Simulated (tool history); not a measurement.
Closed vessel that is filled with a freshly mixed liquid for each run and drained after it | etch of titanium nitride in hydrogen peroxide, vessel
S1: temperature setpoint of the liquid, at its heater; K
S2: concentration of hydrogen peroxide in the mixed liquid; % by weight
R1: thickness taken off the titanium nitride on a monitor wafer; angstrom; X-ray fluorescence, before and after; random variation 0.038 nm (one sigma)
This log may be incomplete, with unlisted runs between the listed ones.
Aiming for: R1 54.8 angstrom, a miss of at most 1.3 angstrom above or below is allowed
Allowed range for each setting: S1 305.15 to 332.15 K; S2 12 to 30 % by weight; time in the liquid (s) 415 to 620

run 1 hour=0 | S1=316.15 S2=22 time_in_the_liquid_(s)=620 | R1=104.05
run 2 hour=3.5 | S1=316.15 S2=22 time_in_the_liquid_(s)=620 | R1=103.17
run 3 hour=8.5 | S1=316.15 S2=19.5 time_in_the_liquid_(s)=620 | R1=100.35
run 4 hour=11.7 | S1=313.15 S2=19.5 time_in_the_liquid_(s)=620 | R1=80.429
run 5 hour=20.1 | S1=310.15 S2=19.5 time_in_the_liquid_(s)=620 | R1=63.738
run 6 hour=25.6 | S1=310.15 S2=19.5 time_in_the_liquid_(s)=415 | R1=41.866
run 7 hour=28.5 | S1=310.65 S2=19.5 time_in_the_liquid_(s)=415 | R1=43.936
run 8 hour=36.1 | S1=314.15 S2=19.5 time_in_the_liquid_(s)=415 | R1=57.823

Which single option among these 4 for the next run brings every result within its allowed miss of target? Just one does.
run A hour=43.7 | S1=311.65 S2=18 time_in_the_liquid_(s)=485 | R1=?
run B hour=43.7 | S1=309.65 S2=19.5 time_in_the_liquid_(s)=620 | R1=?
run C hour=43.7 | S1=310.15 S2=26 time_in_the_liquid_(s)=475 | R1=?
run D hour=43.7 | S1=311.15 S2=22.5 time_in_the_liquid_(s)=445 | R1=?

move=A R1=55.043
move=B R1=61.218
move=C R1=51.911
move=D R1=50.957
A: all results land within tolerance of their targets
B: moves away from the targets compared with the last run
C: pushes the last run's worst result past its target
D: pushes the last run's worst result past its target
The right move is A.
